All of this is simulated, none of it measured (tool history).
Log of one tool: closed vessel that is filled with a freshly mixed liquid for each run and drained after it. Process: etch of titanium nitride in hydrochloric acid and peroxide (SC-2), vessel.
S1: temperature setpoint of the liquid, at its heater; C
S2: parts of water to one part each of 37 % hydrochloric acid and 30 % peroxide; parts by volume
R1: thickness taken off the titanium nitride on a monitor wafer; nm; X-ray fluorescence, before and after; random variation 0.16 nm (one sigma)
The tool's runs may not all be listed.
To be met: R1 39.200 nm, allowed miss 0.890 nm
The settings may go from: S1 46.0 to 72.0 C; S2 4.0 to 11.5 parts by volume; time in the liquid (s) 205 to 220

{"run": 1, "day": 0.0, "S1": 62.0, "S2": 6.5, "time in the liquid (s)": 205, "R1": 25.396}
{"run": 2, "day": 0.179, "S1": 63.0, "S2": 6.5, "time in the liquid (s)": 205, "R1": 26.999}
{"run": 3, "day": 0.383, "S1": 63.0, "S2": 5.0, "time in the liquid (s)": 205, "R1": 32.848}
{"run": 4, "day": 0.758, "S1": 63.0, "S2": 5.0, "time in the liquid (s)": 205, "R1": 32.74}
{"run": 5, "day": 1.046, "S1": 63.5, "S2": 5.0, "time in the liquid (s)": 205, "R1": 34.02}
{"run": 6, "day": 1.333, "S1": 63.5, "S2": 5.0, "time in the liquid (s)": 205, "R1": 33.907}
{"run": 7, "day": 1.496, "S1": 64.0, "S2": 5.0, "time in the liquid (s)": 205, "R1": 34.812}
{"run": 8, "day": 1.696, "S1": 65.0, "S2": 5.0, "time in the liquid (s)": 205, "R1": 37.046}

Which of these 4 next moves meets every target?
{"run": "A", "day": 1.896, "S1": 66.5, "S2": 5.5, "time in the liquid (s)": 220, "R1": "?"}
{"run": "B", "day": 1.896, "S1": 63.5, "S2": 5.0, "time in the liquid (s)": 220, "R1": "?"}
{"run": "C", "day": 1.896, "S1": 66.0, "S2": 5.0, "time in the liquid (s)": 205, "R1": "?"}
{"run": "D", "day": 1.896, "S1": 64.5, "S2": 5.0, "time in the liquid (s)": 205, "R1": "?"}

move=A R1=40.930
move=B R1=36.532
move=C R1=39.647
move=D R1=36.191
A: takes the result that was furthest off past its target
B: further off than the last run
C: meets every target
D: further off than the last run
Move C is the one to make.

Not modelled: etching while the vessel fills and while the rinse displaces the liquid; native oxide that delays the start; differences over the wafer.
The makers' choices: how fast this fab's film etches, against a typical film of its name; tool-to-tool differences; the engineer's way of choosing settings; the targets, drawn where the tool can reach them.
